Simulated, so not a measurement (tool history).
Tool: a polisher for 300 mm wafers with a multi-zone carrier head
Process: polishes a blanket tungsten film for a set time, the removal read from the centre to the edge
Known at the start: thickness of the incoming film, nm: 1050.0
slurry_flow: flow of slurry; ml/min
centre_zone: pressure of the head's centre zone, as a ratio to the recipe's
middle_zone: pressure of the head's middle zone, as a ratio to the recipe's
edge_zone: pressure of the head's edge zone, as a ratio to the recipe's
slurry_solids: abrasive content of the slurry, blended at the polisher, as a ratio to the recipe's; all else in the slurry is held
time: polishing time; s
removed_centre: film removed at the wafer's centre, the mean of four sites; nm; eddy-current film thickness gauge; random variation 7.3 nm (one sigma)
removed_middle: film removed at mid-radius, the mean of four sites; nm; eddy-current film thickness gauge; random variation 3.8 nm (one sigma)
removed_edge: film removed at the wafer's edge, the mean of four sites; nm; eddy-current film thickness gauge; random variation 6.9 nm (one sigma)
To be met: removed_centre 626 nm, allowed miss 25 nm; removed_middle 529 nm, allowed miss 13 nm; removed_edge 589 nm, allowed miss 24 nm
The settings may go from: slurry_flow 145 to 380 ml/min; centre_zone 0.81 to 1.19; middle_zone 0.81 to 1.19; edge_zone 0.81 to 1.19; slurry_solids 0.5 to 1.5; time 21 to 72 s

| run | day | slurry_flow | centre_zone | middle_zone | edge_zone | slurry_solids | time | removed_centre | removed_middle | removed_edge |
|---|---|---|---|---|---|---|---|---|---|---|
| 1 | 0 | 245 | 1 | 1 | 1 | 1 | 46 | 379.51 | 387.14 | 377.18 |
| 2 | 0.296 | 245 | 1 | 1 | 1 | 1.1 | 46 | 383.85 | 389.69 | 385.88 |
| 3 | 0.342 | 245 | 1 | 1 | 1.07 | 1.1 | 46 | 388.06 | 394.57 | 405.02 |
| 4 | 0.604 | 245 | 0.95 | 1 | 1.07 | 1.1 | 46 | 369.81 | 393.87 | 404.61 |
| 5 | 0.825 | 245 | 0.95 | 1 | 1.07 | 1.1 | 53 | 427.18 | 453.04 | 458.42 |
| 6 | 1.125 | 260 | 1.02 | 1 | 1.11 | 1.25 | 54 | 477.64 | 470.86 | 497.47 |
| 7 | 1.375 | 270 | 1.07 | 1 | 1.13 | 1.35 | 55 | 520.52 | 500.54 | 540.88 |
| 8 | 1.721 | 280 | 1.11 | 0.99 | 1.12 | 1.4 | 56 | 545.74 | 509.72 | 538.38 |
| 9 | 1.921 | 280 | 1.11 | 0.99 | 1.12 | 1.4 | 56 | 545.85 | 520.04 | 534.41 |
| 10 | 2.096 | 275 | 1.14 | 0.96 | 1.14 | 1.45 | 57 | 593.7 | 507.48 | 557.67 |
| 11 | 2.304 | 280 | 1.15 | 0.96 | 1.15 | 1.45 | 57 | 586.73 | 517.17 | 554.5 |
| 12 | 2.521 | 280 | 1.15 | 0.96 | 1.15 | 1.45 | 57 | 591.49 | 518.01 | 565.2 |

4 next moves are on the table. One of them brings every result within its allowed miss. Which?
| A | 2.738 | 265 | 1.15 | 0.94 | 1.19 | 1.5 | 56 | ? | ? | ? |
| B | 2.738 | 340 | 1.1 | 1.04 | 1.15 | 1.4 | 55 | ? | ? | ? |
| C | 2.738 | 240 | 1.11 | 0.88 | 1.19 | 1.45 | 60 | ? | ? | ? |
| D | 2.738 | 380 | 1.15 | 0.91 | 1.11 | 1.5 | 59 | ? | ? | ? |

| move | removed_centre | removed_middle | removed_edge |
|---|---|---|---|
| A | 582.83 | 490.58 | 553.65 |
| B | 558.24 | 528.13 | 533.78 |
| C | 594.23 | 487.6 | 583.29 |
| D | 637.03 | 520.33 | 577.68 |
A: further off than the last run
B: further off than the last run
C: further off than the last run
D: meets every target
Answer: D

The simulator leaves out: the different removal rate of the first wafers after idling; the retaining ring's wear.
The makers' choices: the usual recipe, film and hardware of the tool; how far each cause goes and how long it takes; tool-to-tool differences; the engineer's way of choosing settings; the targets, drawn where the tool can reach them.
